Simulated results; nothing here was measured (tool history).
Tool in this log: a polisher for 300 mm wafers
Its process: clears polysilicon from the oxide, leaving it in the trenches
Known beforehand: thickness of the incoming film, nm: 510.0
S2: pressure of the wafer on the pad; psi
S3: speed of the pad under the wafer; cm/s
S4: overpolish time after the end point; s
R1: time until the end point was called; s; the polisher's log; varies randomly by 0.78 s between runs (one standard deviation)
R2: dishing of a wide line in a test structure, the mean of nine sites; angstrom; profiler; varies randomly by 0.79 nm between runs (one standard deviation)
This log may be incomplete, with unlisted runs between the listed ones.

Run 1, hour 0.0: flow of slurry (ml/min) 165, S2 3.4 psi, S3 82 cm/s, S4 9 s. Result: R1 41.860 s, R2 538.24 angstrom.
Run 2, hour 3.9: flow of slurry (ml/min) 165, S2 3.2 psi, S3 82 cm/s, S4 10 s. Result: R1 42.479 s, R2 558.31 angstrom.
Run 3, hour 4.8: flow of slurry (ml/min) 165, S2 3.0 psi, S3 82 cm/s, S4 11 s. Result: R1 45.028 s, R2 564.77 angstrom.
Run 4, hour 6.5: flow of slurry (ml/min) 165, S2 2.9 psi, S3 82 cm/s, S4 11 s. Result: R1 45.647 s, R2 555.82 angstrom.
Run 5, hour 11.4: flow of slurry (ml/min) 165, S2 2.8 psi, S3 82 cm/s, S4 12 s. Result: R1 46.014 s, R2 569.28 angstrom.
Run 6, hour 17.4: flow of slurry (ml/min) 165, S2 3.6 psi, S3 82 cm/s, S4 12 s. Result: R1 38.184 s, R2 600.04 angstrom.

Estimate the outcome of run 7 from the log above:
Run 7, hour 23.4: flow of slurry (ml/min) 165, S2 3.3 psi, S3 82 cm/s, S4 12 s. Result: R1 ?, R2 ?.

R1: 41.642 s
R2: 588.30 angstrom
